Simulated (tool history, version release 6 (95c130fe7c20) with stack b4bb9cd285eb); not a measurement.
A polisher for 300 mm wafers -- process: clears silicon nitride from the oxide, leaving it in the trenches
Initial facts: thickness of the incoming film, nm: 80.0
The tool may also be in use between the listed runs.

run,hour,flow of slurry (ml/min),pressure of the wafer on the pad (kPa),speed of the pad under the wafer (cm/s),overpolish time after the end point (s),time until the end point was called (s)
1,0.0,275,23.4,104,5,71.509
2,4.8,275,23.4,120,5,60.140
3,13.2,275,24.1,120,5,62.573
4,20.6,275,26.9,120,5,55.533
5,24.5,275,26.9,120,5,55.153
6,25.4,275,26.9,100,5,62.317

Forecast run 7:
7,27.2,275,27.6,100,5,?

Run 7 came out at time until the end point was called (s) 62.571.
